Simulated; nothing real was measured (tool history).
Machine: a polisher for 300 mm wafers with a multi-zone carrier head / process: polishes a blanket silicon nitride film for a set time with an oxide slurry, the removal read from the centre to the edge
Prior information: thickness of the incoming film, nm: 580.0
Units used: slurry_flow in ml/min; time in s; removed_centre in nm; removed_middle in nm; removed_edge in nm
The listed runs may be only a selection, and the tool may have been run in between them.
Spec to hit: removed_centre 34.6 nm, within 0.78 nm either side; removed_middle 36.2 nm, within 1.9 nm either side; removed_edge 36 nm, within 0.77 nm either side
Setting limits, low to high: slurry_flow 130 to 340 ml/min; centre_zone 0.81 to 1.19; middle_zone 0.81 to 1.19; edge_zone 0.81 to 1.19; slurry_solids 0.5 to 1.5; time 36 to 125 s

| run | hour | slurry_flow | centre_zone | middle_zone | edge_zone | slurry_solids | time | removed_centre | removed_middle | removed_edge |
|---|---|---|---|---|---|---|---|---|---|---|
| 1 | 0 | 220 | 1 | 1 | 1 | 1 | 80 | 60.263 | 58.856 | 58.81 |
| 2 | 7.4 | 210 | 0.97 | 0.98 | 0.97 | 0.9 | 77 | 51.959 | 52.256 | 51.923 |
| 3 | 16.4 | 210 | 0.97 | 0.98 | 0.93 | 0.9 | 77 | 52.375 | 51.747 | 50.372 |
| 4 | 25.1 | 210 | 0.97 | 0.98 | 0.93 | 0.9 | 58 | 39.32 | 38.508 | 38.228 |
| 5 | 27.3 | 200 | 0.95 | 0.98 | 0.92 | 0.9 | 58 | 37.906 | 39.485 | 37.664 |
| 6 | 31.6 | 190 | 0.94 | 0.96 | 0.92 | 0.9 | 58 | 37.682 | 38.533 | 37.545 |
| 7 | 35.4 | 190 | 0.94 | 0.96 | 0.92 | 0.9 | 58 | 37.616 | 38.264 | 37.612 |
| 8 | 37.6 | 185 | 0.93 | 0.95 | 0.91 | 0.9 | 58 | 36.805 | 37.889 | 37.619 |
| 9 | 43.6 | 185 | 0.93 | 0.95 | 0.91 | 0.9 | 58 | 37.307 | 36.198 | 37.436 |
| 10 | 45 | 180 | 0.92 | 0.96 | 0.9 | 0.9 | 58 | 36.462 | 37.05 | 37.161 |
| 11 | 45.8 | 175 | 0.91 | 0.96 | 0.89 | 0.9 | 58 | 36.092 | 36.569 | 36.784 |
| 12 | 54.7 | 170 | 0.9 | 0.97 | 0.89 | 0.9 | 58 | 35.869 | 37.355 | 36.716 |

Which one of the following 4 next-run settings gets every result inside its allowed miss? There is exactly one.
| A | 63.6 | 175 | 0.89 | 1.11 | 0.88 | 0.95 | 55 | ? | ? | ? |
| B | 63.6 | 135 | 0.89 | 0.94 | 0.85 | 0.85 | 61 | ? | ? | ? |
| C | 63.6 | 185 | 0.83 | 1.12 | 0.92 | 0.8 | 63 | ? | ? | ? |
| D | 63.6 | 160 | 0.92 | 0.98 | 0.87 | 0.85 | 58 | ? | ? | ? |

| move | removed_centre | removed_middle | removed_edge |
|---|---|---|---|
| A | 35.03 | 41.035 | 36.241 |
| B | 34.536 | 35.317 | 35.708 |
| C | 32.908 | 41.659 | 37.189 |
| D | 34.716 | 35.45 | 34.779 |
A: corrects the largest miss of the last run, while another result sits out of spec
B: every result within its allowed miss
C: carries the result that was furthest off beyond its target, to the other side
D: corrects the largest miss of the last run, while another result sits out of spec
Move B is the one to make.
